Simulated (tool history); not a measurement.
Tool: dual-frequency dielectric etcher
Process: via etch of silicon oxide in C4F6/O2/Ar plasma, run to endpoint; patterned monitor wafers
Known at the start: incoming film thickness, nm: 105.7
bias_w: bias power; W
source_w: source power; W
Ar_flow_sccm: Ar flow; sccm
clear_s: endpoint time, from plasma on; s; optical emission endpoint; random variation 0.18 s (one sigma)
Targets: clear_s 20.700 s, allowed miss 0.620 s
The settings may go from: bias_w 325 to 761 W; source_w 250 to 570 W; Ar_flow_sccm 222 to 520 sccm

run 1 day=0.000 | bias_w=543 source_w=410 Ar_flow_sccm=371 | clear_s=23.639
run 2 day=0.262 | bias_w=588 source_w=420 Ar_flow_sccm=367 | clear_s=23.135
run 3 day=0.629 | bias_w=621 source_w=450 Ar_flow_sccm=360 | clear_s=21.951
run 4 day=0.771 | bias_w=537 source_w=450 Ar_flow_sccm=360 | clear_s=23.287
run 5 day=0.983 | bias_w=492 source_w=450 Ar_flow_sccm=360 | clear_s=24.050
run 6 day=1.150 | bias_w=492 source_w=380 Ar_flow_sccm=360 | clear_s=25.490
run 7 day=1.412 | bias_w=562 source_w=400 Ar_flow_sccm=358 | clear_s=23.659
run 8 day=1.654 | bias_w=609 source_w=420 Ar_flow_sccm=354 | clear_s=22.768
run 9 day=1.925 | bias_w=644 source_w=430 Ar_flow_sccm=354 | clear_s=21.842
run 10 day=2.058 | bias_w=663 source_w=440 Ar_flow_sccm=353 | clear_s=21.171

Which of these 4 next moves meets every target?
run A day=2.192 | bias_w=761 source_w=480 Ar_flow_sccm=310 | clear_s=?
run B day=2.192 | bias_w=602 source_w=470 Ar_flow_sccm=378 | clear_s=?
run C day=2.192 | bias_w=673 source_w=410 Ar_flow_sccm=353 | clear_s=?
run D day=2.192 | bias_w=712 source_w=440 Ar_flow_sccm=362 | clear_s=?

move=A clear_s=19.286
move=B clear_s=22.087
move=C clear_s=21.638
move=D clear_s=20.796
A: takes the result that was furthest off past its target
B: further off than the last run
C: further off than the last run
D: meets every target
Answer: D
